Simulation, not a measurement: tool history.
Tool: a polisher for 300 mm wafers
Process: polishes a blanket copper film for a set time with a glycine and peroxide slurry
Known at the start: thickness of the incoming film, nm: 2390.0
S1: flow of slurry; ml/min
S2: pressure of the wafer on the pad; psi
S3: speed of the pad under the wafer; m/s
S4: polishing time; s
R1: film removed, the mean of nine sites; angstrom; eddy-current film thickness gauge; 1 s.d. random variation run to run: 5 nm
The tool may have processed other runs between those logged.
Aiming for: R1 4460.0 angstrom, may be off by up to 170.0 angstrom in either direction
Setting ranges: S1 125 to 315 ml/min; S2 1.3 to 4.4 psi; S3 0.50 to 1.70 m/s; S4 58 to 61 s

run 1 hour=0.0 | S1=205 S2=2.8 S3=1.10 S4=58 | R1=2944.8
run 2 hour=4.8 | S1=205 S2=3.0 S3=1.10 S4=58 | R1=3209.4
run 3 hour=11.0 | S1=205 S2=3.0 S3=1.10 S4=58 | R1=3193.1
run 4 hour=16.9 | S1=205 S2=3.0 S3=1.10 S4=58 | R1=3213.3
run 5 hour=20.4 | S1=205 S2=3.2 S3=1.10 S4=58 | R1=3337.3
run 6 hour=28.3 | S1=205 S2=3.6 S3=1.10 S4=58 | R1=3724.8
run 7 hour=31.7 | S1=205 S2=3.7 S3=1.10 S4=58 | R1=3820.3
run 8 hour=32.9 | S1=205 S2=3.8 S3=1.10 S4=58 | R1=3865.5
run 9 hour=40.5 | S1=205 S2=3.9 S3=1.10 S4=58 | R1=3947.7

Below are 4 possible settings for the next run. Only one of them brings all results inside the allowed miss of their targets. Which is it?
run A hour=48.1 | S1=205 S2=3.9 S3=1.16 S4=61 | R1=?
run B hour=48.1 | S1=200 S2=4.1 S3=1.00 S4=60 | R1=?
run C hour=48.1 | S1=220 S2=3.0 S3=1.18 S4=58 | R1=?
run D hour=48.1 | S1=245 S2=3.2 S3=1.16 S4=58 | R1=?

move=A R1=4419.1
move=B R1=3984.1
move=C R1=3416.0
move=D R1=3594.0
A: hits every target within its allowed miss
B: nearer than the last run, and not there yet
C: lands further from the targets than the last run did
D: lands further from the targets than the last run did
Correct choice: A, which meets every target

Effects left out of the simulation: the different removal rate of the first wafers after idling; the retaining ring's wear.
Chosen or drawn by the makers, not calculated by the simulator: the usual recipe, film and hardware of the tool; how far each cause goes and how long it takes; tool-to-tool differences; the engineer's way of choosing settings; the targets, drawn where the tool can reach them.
